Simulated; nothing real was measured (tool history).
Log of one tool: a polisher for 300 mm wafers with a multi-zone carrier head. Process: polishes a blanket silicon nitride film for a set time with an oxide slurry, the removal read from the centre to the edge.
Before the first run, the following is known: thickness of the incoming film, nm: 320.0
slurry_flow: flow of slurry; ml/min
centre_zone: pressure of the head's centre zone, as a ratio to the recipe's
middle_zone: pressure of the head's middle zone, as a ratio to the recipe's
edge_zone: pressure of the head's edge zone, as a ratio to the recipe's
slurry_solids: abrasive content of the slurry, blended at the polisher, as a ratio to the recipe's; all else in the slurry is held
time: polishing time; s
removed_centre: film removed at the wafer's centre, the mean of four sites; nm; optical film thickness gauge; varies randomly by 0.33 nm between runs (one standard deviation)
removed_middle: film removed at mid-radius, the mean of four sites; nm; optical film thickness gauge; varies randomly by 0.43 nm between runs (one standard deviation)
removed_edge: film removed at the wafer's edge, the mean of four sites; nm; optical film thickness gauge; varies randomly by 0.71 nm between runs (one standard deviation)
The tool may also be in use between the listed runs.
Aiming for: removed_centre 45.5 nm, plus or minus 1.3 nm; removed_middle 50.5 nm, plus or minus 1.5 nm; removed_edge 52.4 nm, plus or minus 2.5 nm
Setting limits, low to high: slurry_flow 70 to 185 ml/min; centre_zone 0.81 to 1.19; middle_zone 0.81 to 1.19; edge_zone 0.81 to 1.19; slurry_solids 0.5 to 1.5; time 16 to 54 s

Run 1, hour 0: slurry_flow 120 ml/min, centre_zone 1, middle_zone 1, edge_zone 1, slurry_solids 1, time 35 s. Result: removed_centre 36.574 nm, removed_middle 36.507 nm, removed_edge 35.476 nm.
Run 2, hour 7.2: slurry_flow 125 ml/min, centre_zone 0.99, middle_zone 1, edge_zone 1.03, slurry_solids 1.1, time 35 s. Result: removed_centre 38.829 nm, removed_middle 38.534 nm, removed_edge 38.259 nm.
Run 3, hour 15.5: slurry_flow 130 ml/min, centre_zone 0.97, middle_zone 1.01, edge_zone 1.06, slurry_solids 1.15, time 35 s. Result: removed_centre 38.936 nm, removed_middle 40.754 nm, removed_edge 40.417 nm.
Run 4, hour 18.8: slurry_flow 130 ml/min, centre_zone 0.97, middle_zone 0.98, edge_zone 1.06, slurry_solids 1.15, time 35 s. Result: removed_centre 38.755 nm, removed_middle 39.265 nm, removed_edge 39.895 nm.
Run 5, hour 23.7: slurry_flow 130 ml/min, centre_zone 0.97, middle_zone 0.98, edge_zone 1.06, slurry_solids 1, time 35 s. Result: removed_centre 36.088 nm, removed_middle 36.857 nm, removed_edge 36.793 nm.
Run 6, hour 28.3: slurry_flow 130 ml/min, centre_zone 0.97, middle_zone 0.99, edge_zone 1.08, slurry_solids 1.1, time 35 s. Result: removed_centre 37.84 nm, removed_middle 38.993 nm, removed_edge 40.015 nm.
Run 7, hour 33.7: slurry_flow 130 ml/min, centre_zone 0.97, middle_zone 1.01, edge_zone 1.1, slurry_solids 1.15, time 35 s. Result: removed_centre 38.331 nm, removed_middle 40.774 nm, removed_edge 40.681 nm.
Run 8, hour 37.6: slurry_flow 135 ml/min, centre_zone 0.96, middle_zone 1.01, edge_zone 1.11, slurry_solids 1.2, time 35 s. Result: removed_centre 39.328 nm, removed_middle 41.312 nm, removed_edge 41.698 nm.
Run 9, hour 43: slurry_flow 135 ml/min, centre_zone 0.95, middle_zone 1.01, edge_zone 1.12, slurry_solids 1.25, time 35 s. Result: removed_centre 40.086 nm, removed_middle 42.015 nm, removed_edge 43.419 nm.

Of the 5 settings listed for the next run, only one would bring every result within its allowed miss of target. Which one?
Run A, hour 48.4: slurry_flow 125 ml/min, centre_zone 0.87, middle_zone 0.98, edge_zone 1.19, slurry_solids 1.15, time 43 s. Result: removed_centre ?, removed_middle ?, removed_edge ?.
Run B, hour 48.4: slurry_flow 150 ml/min, centre_zone 1.01, middle_zone 1.06, edge_zone 1.1, slurry_solids 1.05, time 40 s. Result: removed_centre ?, removed_middle ?, removed_edge ?.
Run C, hour 48.4: slurry_flow 145 ml/min, centre_zone 0.86, middle_zone 0.95, edge_zone 1.05, slurry_solids 1.1, time 46 s. Result: removed_centre ?, removed_middle ?, removed_edge ?.
Run D, hour 48.4: slurry_flow 140 ml/min, centre_zone 0.93, middle_zone 0.99, edge_zone 1.12, slurry_solids 1.35, time 41 s. Result: removed_centre ?, removed_middle ?, removed_edge ?.
Run E, hour 48.4: slurry_flow 120 ml/min, centre_zone 0.86, middle_zone 0.87, edge_zone 1.19, slurry_solids 1.5, time 45 s. Result: removed_centre ?, removed_middle ?, removed_edge ?.

move  removed_centre  removed_middle  removed_edge
   A           42.07          47.238        51.966
   B            45.6          46.391        45.795
   C          45.245          50.027        52.542
   D          47.452          49.993        52.612
   E          48.093          50.225        60.498
A: better than the last run, though not everything is in spec
B: better than the last run, though not everything is in spec
C: every result within its allowed miss
D: the worst result of the last run now meets its target, but another is out of spec
E: the worst result of the last run now meets its target, but another is out of spec
The right move is C.
